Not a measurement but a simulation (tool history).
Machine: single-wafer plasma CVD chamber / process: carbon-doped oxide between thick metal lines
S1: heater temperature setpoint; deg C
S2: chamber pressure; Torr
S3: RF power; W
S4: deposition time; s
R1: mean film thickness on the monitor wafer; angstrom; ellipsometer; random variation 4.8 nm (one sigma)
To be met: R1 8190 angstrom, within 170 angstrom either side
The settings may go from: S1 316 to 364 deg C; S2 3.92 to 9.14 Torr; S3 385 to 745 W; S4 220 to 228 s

| run | hour | S1 | S2 | S3 | S4 | R1 |
|---|---|---|---|---|---|---|
| 1 | 0 | 340 | 6.53 | 565 | 220 | 11554 |
| 2 | 0.5 | 340 | 6.53 | 565 | 228 | 12013 |
| 3 | 7.1 | 347 | 5.79 | 515 | 226 | 10598 |
| 4 | 11.1 | 347 | 5.79 | 515 | 228 | 10788 |
| 5 | 19.8 | 350 | 5.44 | 480 | 226 | 9716.8 |
| 6 | 27.3 | 350 | 6.17 | 480 | 226 | 10044 |
| 7 | 34.6 | 352 | 5.74 | 455 | 226 | 9444.2 |
| 8 | 38.5 | 354 | 5.39 | 440 | 226 | 8900.6 |
| 9 | 43.3 | 356 | 5.16 | 435 | 226 | 8555.6 |

Below are 4 possible settings for the next run. Only one of them brings all results inside the allowed miss of their targets. Which is it?
| A | 48.1 | 354 | 4.45 | 470 | 228 | ? |
| B | 48.1 | 359 | 5.49 | 460 | 228 | ? |
| C | 48.1 | 354 | 4.75 | 435 | 220 | ? |
| D | 48.1 | 357 | 5.33 | 450 | 223 | ? |

| move | R1 |
|---|---|
| A | 8952.1 |
| B | 9134.4 |
| C | 8088.4 |
| D | 8702.8 |
A: its largest miss is bigger than the last run's
B: its largest miss is bigger than the last run's
C: in spec on every target
D: its largest miss is bigger than the last run's
Move C is the one to make.
